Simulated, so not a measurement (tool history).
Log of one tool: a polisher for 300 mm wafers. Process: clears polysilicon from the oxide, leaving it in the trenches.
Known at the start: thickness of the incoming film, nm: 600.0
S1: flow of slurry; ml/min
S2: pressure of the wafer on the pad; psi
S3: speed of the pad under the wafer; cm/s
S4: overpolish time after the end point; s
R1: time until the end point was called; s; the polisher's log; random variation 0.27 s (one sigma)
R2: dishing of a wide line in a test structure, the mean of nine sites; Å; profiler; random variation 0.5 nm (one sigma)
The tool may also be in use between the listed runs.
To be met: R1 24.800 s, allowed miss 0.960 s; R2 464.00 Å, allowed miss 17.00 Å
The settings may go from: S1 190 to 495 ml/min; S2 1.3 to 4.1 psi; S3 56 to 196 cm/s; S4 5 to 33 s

run   hour   S1   S2   S3  S4      R1      R2
  1    0.0  320  2.7  126  17  28.653  516.86
  2    4.5  320  2.7  102  17  35.850  514.31
  3    6.6  325  3.0  102  14  32.145  515.54
  4   14.0  325  3.0  126  14  25.813  512.92
  5   21.2  325  3.6  126  14  21.906  516.76
  6   28.6  330  3.4  128  12  22.733  517.55
  7   36.5  290  3.3  130  12  23.294  513.50
  8   37.7  265  3.2  132  10  23.445  522.28
  9   45.5  325  3.2  132  16  23.333  518.93
 10   46.7  370  3.1  132  13  23.985  521.40
 11   51.5  320  3.2  128  18  24.138  523.39
 12   52.6  355  3.2  128  15  23.783  525.45
 13   59.2  310  3.2  128  12  24.005  523.02
 14   67.1  280  3.4  122  18  24.229  523.87
 15   68.0  190  3.4  118  10  26.261  512.26
 16   73.4  190  3.6  114   9  25.337  505.59
 17   76.1  190  3.7  110   8  25.860  496.53
 18   81.9  245  4.1   96   5  25.560  452.10
 19   87.7  215  4.1  102   7  24.744  502.97
 20   94.2  215  4.1  102   7  24.983  499.09
 21  102.6  215  4.1  102   7  24.806  490.83
 22  103.5  240  4.1  102   6  24.086  495.70
 23  104.8  240  4.1  102   6  24.207  485.15
 24  113.0  240  4.1  102   6  24.347  480.14
 25  118.5  255  4.1  102   6  24.342  488.23
 26  123.9  300  4.1  100   6  24.357  485.96
 27  127.8  335  4.1   98   6  24.458  488.21
 28  130.2  310  4.1   98   6  24.766  483.67
 29  138.2  345  4.1   96   6  24.890  489.92

Which of these 4 next moves meets every target?
  A  146.2  360  4.1   96   7   ?   ?
  B  146.2  435  4.1   94   5   ?   ?
  C  146.2  385  3.0  136  27   ?   ?
  D  146.2  380  3.6  110   7   ?   ?

move      R1      R2
   A  25.325  498.42
   B  25.512  463.98
   C  24.238  521.93
   D  25.059  499.18
A: further off than the last run
B: meets every target
C: further off than the last run
D: further off than the last run
The right move is B.
